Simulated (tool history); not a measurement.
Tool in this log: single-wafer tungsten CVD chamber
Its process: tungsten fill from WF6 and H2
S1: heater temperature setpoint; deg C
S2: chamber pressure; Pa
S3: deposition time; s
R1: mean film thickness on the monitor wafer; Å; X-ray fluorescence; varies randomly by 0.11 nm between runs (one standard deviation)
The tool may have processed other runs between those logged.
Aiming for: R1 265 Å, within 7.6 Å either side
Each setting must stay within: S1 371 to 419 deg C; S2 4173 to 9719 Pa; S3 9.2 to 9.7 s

run 1 hour=0 | S1=395 S2=6946 S3=9.7 | R1=320.41
run 2 hour=4.3 | S1=395 S2=6946 S3=9.2 | R1=302.29
run 3 hour=9.9 | S1=395 S2=7559 S3=9.2 | R1=308.15
run 4 hour=17.9 | S1=395 S2=8333 S3=9.2 | R1=317.35
run 5 hour=24.1 | S1=395 S2=8333 S3=9.7 | R1=336.35
run 6 hour=26.1 | S1=395 S2=8333 S3=9.2 | R1=318.83
run 7 hour=30.1 | S1=392 S2=8293 S3=9.2 | R1=301.73
run 8 hour=37.5 | S1=390 S2=8266 S3=9.2 | R1=288.74
run 9 hour=38.6 | S1=389 S2=8253 S3=9.2 | R1=283.41
run 10 hour=46.8 | S1=388 S2=8239 S3=9.2 | R1=278.46

Which one of the following 5 next-run settings gets every result inside its allowed miss? There is exactly one.
run A hour=55 | S1=385 S2=6826 S3=9.2 | R1=?
run B hour=55 | S1=383 S2=7173 S3=9.2 | R1=?
run C hour=55 | S1=387 S2=9119 S3=9.2 | R1=?
run D hour=55 | S1=389 S2=8173 S3=9.3 | R1=?
run E hour=55 | S1=382 S2=8413 S3=9.7 | R1=?

move=A R1=251.46
move=B R1=245.65
move=C R1=282.81
move=D R1=287.18
move=E R1=265.88
A: the result that was furthest off in the last run now lies on the other side of its target
B: the result that was furthest off in the last run now lies on the other side of its target
C: misses by more than the last run did
D: misses by more than the last run did
E: meets every target
The move that meets every target is E.
